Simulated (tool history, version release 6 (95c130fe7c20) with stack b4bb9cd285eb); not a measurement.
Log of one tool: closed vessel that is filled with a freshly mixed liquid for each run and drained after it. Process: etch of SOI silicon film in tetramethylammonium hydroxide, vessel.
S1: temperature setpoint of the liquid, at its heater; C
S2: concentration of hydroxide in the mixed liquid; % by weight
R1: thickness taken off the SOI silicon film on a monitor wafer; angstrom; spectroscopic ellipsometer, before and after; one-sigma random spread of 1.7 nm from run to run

{"run": 1, "hour": 0.0, "S1": 58, "S2": 10.5, "time in the liquid (s)": 30, "R1": 1146.4}
{"run": 2, "hour": 3.4, "S1": 58, "S2": 10.5, "time in the liquid (s)": 30, "R1": 1110.4}
{"run": 3, "hour": 10.3, "S1": 59.5, "S2": 10.5, "time in the liquid (s)": 30, "R1": 1229.3}
{"run": 4, "hour": 18.7, "S1": 59.5, "S2": 12, "time in the liquid (s)": 30, "R1": 1174.1}
{"run": 5, "hour": 21.4, "S1": 61, "S2": 12, "time in the liquid (s)": 30, "R1": 1293.8}
{"run": 6, "hour": 23.6, "S1": 62.5, "S2": 12, "time in the liquid (s)": 30, "R1": 1392.2}

Run 7 comes next. What will it give?
{"run": 7, "hour": 25.6, "S1": 63.5, "S2": 12, "time in the liquid (s)": 30, "R1": "?"}

R1: 1503 angstrom
